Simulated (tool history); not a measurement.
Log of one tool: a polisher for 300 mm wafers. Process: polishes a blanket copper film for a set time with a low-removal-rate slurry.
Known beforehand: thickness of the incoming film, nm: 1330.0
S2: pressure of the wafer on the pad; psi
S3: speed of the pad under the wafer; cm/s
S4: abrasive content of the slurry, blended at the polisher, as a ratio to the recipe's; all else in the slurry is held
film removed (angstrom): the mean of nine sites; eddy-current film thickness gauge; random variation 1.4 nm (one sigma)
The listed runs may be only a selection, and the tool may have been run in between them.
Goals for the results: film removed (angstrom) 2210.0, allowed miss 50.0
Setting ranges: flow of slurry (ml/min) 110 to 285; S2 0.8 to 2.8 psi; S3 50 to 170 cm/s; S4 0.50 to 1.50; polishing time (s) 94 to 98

Run 1, hour 0.0: flow of slurry (ml/min) 180, S2 1.8 psi, S3 110 cm/s, S4 1.00, polishing time (s) 94. Result: film removed (angstrom) 1807.5.
Run 2, hour 7.7: flow of slurry (ml/min) 180, S2 1.8 psi, S3 110 cm/s, S4 1.00, polishing time (s) 98. Result: film removed (angstrom) 1900.5.
Run 3, hour 11.6: flow of slurry (ml/min) 190, S2 1.8 psi, S3 110 cm/s, S4 1.00, polishing time (s) 98. Result: film removed (angstrom) 1928.3.
Run 4, hour 15.5: flow of slurry (ml/min) 200, S2 1.8 psi, S3 110 cm/s, S4 1.00, polishing time (s) 98. Result: film removed (angstrom) 1942.4.
Run 5, hour 17.7: flow of slurry (ml/min) 210, S2 1.8 psi, S3 110 cm/s, S4 1.00, polishing time (s) 98. Result: film removed (angstrom) 1969.9.
Run 6, hour 26.4: flow of slurry (ml/min) 220, S2 1.8 psi, S3 110 cm/s, S4 1.00, polishing time (s) 98. Result: film removed (angstrom) 1971.5.
Run 7, hour 33.7: flow of slurry (ml/min) 220, S2 1.8 psi, S3 110 cm/s, S4 1.00, polishing time (s) 98. Result: film removed (angstrom) 1973.7.
Run 8, hour 35.1: flow of slurry (ml/min) 225, S2 1.8 psi, S3 110 cm/s, S4 1.00, polishing time (s) 98. Result: film removed (angstrom) 1973.1.
Run 9, hour 36.1: flow of slurry (ml/min) 230, S2 1.8 psi, S3 110 cm/s, S4 1.00, polishing time (s) 98. Result: film removed (angstrom) 1973.6.
Run 10, hour 44.5: flow of slurry (ml/min) 235, S2 1.9 psi, S3 110 cm/s, S4 1.00, polishing time (s) 98. Result: film removed (angstrom) 2075.0.

Next run, 5 choices. One meets every target within its allowed miss, the rest don't. Which?
Run A, hour 52.9: flow of slurry (ml/min) 245, S2 1.9 psi, S3 110 cm/s, S4 0.90, polishing time (s) 98. Result: film removed (angstrom) ?.
Run B, hour 52.9: flow of slurry (ml/min) 270, S2 1.9 psi, S3 114 cm/s, S4 1.00, polishing time (s) 98. Result: film removed (angstrom) ?.
Run C, hour 52.9: flow of slurry (ml/min) 190, S2 1.8 psi, S3 114 cm/s, S4 0.95, polishing time (s) 97. Result: film removed (angstrom) ?.
Run D, hour 52.9: flow of slurry (ml/min) 215, S2 2.0 psi, S3 102 cm/s, S4 1.05, polishing time (s) 95. Result: film removed (angstrom) ?.
Run E, hour 52.9: flow of slurry (ml/min) 220, S2 2.0 psi, S3 104 cm/s, S4 0.75, polishing time (s) 98. Result: film removed (angstrom) ?.

move  film removed (angstrom)
   A                   2024.5
   B                   2172.7
   C                   1931.6
   D                   1957.9
   E                   1902.0
A: moves away from the targets compared with the last run
B: each result inside its tolerance
C: moves away from the targets compared with the last run
D: moves away from the targets compared with the last run
E: moves away from the targets compared with the last run
Answer: B

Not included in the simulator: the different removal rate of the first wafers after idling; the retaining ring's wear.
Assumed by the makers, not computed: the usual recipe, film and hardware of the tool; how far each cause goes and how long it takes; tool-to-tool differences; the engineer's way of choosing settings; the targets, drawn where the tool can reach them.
